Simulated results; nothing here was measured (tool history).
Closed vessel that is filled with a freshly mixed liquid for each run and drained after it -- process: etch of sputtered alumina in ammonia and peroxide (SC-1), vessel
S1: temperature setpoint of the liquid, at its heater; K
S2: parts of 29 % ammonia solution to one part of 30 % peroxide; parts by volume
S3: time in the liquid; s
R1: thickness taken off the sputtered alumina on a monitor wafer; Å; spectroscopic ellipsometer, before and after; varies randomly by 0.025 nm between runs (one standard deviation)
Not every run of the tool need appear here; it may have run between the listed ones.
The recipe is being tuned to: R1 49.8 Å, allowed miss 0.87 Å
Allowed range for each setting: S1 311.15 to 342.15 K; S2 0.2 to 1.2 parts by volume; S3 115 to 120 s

Run 1, hour 0: S1 326.15 K, S2 0.8 parts by volume, S3 115 s. Result: R1 66.835 Å.
Run 2, hour 4.8: S1 324.15 K, S2 0.8 parts by volume, S3 115 s. Result: R1 59.345 Å.
Run 3, hour 8.1: S1 323.15 K, S2 0.8 parts by volume, S3 115 s. Result: R1 56.841 Å.
Run 4, hour 12: S1 323.15 K, S2 0.8 parts by volume, S3 120 s. Result: R1 58.717 Å.
Run 5, hour 14.3: S1 323.15 K, S2 0.8 parts by volume, S3 120 s. Result: R1 58.778 Å.
Run 6, hour 21.9: S1 323.15 K, S2 0.8 parts by volume, S3 120 s. Result: R1 59.425 Å.
Run 7, hour 29.2: S1 322.15 K, S2 0.8 parts by volume, S3 120 s. Result: R1 55.706 Å.
Run 8, hour 36.8: S1 321.65 K, S2 0.8 parts by volume, S3 120 s. Result: R1 54.23 Å.
Run 9, hour 39.6: S1 321.15 K, S2 0.8 parts by volume, S3 120 s. Result: R1 53.182 Å.
Run 10, hour 45.2: S1 320.65 K, S2 0.8 parts by volume, S3 120 s. Result: R1 51.137 Å.

Which single option among these 4 for the next run brings every result within its allowed miss of target? Just one does.
Run A, hour 50.8: S1 321.15 K, S2 1 parts by volume, S3 115 s. Result: R1 ?.
Run B, hour 50.8: S1 320.15 K, S2 0.8 parts by volume, S3 120 s. Result: R1 ?.
Run C, hour 50.8: S1 319.15 K, S2 0.75 parts by volume, S3 120 s. Result: R1 ?.
Run D, hour 50.8: S1 319.65 K, S2 0.75 parts by volume, S3 120 s. Result: R1 ?.

move      R1
   A  51.238
   B  49.491
   C  46.491
   D  47.823
A: further off than the last run
B: meets every target
C: carries the result that was furthest off beyond its target, to the other side
D: carries the result that was furthest off beyond its target, to the other side
The right move is B.
